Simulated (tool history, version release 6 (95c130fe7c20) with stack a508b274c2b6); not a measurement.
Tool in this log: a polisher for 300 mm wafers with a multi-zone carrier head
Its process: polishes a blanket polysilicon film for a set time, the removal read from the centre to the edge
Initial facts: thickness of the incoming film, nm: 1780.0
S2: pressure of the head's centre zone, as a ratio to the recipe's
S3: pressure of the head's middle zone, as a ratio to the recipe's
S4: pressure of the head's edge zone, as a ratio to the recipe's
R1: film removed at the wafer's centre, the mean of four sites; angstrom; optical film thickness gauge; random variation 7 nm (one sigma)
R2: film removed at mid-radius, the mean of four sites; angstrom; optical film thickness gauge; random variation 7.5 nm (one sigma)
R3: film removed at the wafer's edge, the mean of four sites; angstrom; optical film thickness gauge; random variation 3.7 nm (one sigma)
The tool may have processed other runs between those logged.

Run 1, hour 0.0: flow of slurry (ml/min) 170, S2 1.00, S3 1.00, S4 1.00, polishing time (s) 80. Result: R1 4276.6 angstrom, R2 4175.0 angstrom, R3 4049.0 angstrom.
Run 2, hour 2.2: flow of slurry (ml/min) 190, S2 1.00, S3 1.00, S4 1.00, polishing time (s) 80. Result: R1 4198.7 angstrom, R2 4325.9 angstrom, R3 4045.0 angstrom.
Run 3, hour 8.6: flow of slurry (ml/min) 190, S2 1.03, S3 1.01, S4 1.02, polishing time (s) 82. Result: R1 4624.8 angstrom, R2 4433.0 angstrom, R3 4246.5 angstrom.
Run 4, hour 9.3: flow of slurry (ml/min) 190, S2 1.03, S3 1.04, S4 1.02, polishing time (s) 82. Result: R1 4512.3 angstrom, R2 4605.3 angstrom, R3 4216.8 angstrom.
Run 5, hour 11.0: flow of slurry (ml/min) 190, S2 1.03, S3 1.04, S4 1.07, polishing time (s) 82. Result: R1 4482.0 angstrom, R2 4587.4 angstrom, R3 4276.9 angstrom.
Run 6, hour 17.6: flow of slurry (ml/min) 190, S2 1.03, S3 1.04, S4 1.02, polishing time (s) 82. Result: R1 4580.7 angstrom, R2 4645.6 angstrom, R3 4270.7 angstrom.
Run 7, hour 18.6: flow of slurry (ml/min) 190, S2 1.05, S3 1.04, S4 1.04, polishing time (s) 84. Result: R1 4810.6 angstrom, R2 4595.5 angstrom, R3 4410.8 angstrom.
Run 8, hour 24.0: flow of slurry (ml/min) 195, S2 1.06, S3 1.05, S4 1.05, polishing time (s) 85. Result: R1 4950.0 angstrom, R2 4785.4 angstrom, R3 4389.1 angstrom.
Run 9, hour 26.2: flow of slurry (ml/min) 195, S2 1.06, S3 1.05, S4 1.06, polishing time (s) 87. Result: R1 4835.5 angstrom, R2 4792.8 angstrom, R3 4560.3 angstrom.

Run 10, settings as shown, results not yet in. Your forecast:
Run 10, hour 28.6: flow of slurry (ml/min) 200, S2 1.08, S3 1.06, S4 1.06, polishing time (s) 88. Result: R1 ?, R2 ?, R3 ?.

{"run 10": {"R1": 5151.9, "R2": 4854.5, "R3": 4677.0}}
